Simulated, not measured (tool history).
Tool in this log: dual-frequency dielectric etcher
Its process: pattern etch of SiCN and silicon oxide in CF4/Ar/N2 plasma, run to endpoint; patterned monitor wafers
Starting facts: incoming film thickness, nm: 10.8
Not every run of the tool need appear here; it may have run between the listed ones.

run  hour  source power (kW)  bias power (kW)  Ar flow (sccm)  CF4 flow (sccm)  endpoint time (s)
  1   0.0              0.540            0.088             100               78             8.9149
  2   4.6              0.540            0.088             108               78             9.0537
  3  13.3              0.540            0.088             101               78             8.9760
  4  16.5              0.540            0.095             101               78             8.6282
  5  18.4              0.560            0.095             101               78             8.3785
  6  26.6              0.560            0.095             101               69             8.5241
     31.1  -- wet clean of the chamber
  7  31.1              0.580            0.095             101               69             8.5462
  8  31.7              0.610            0.096             101               69             8.1090

Estimate the outcome of run 9 from the log above:
  9  39.2              0.630            0.096             101               69                  ?

Run 9 gave endpoint time (s) 7.9124.
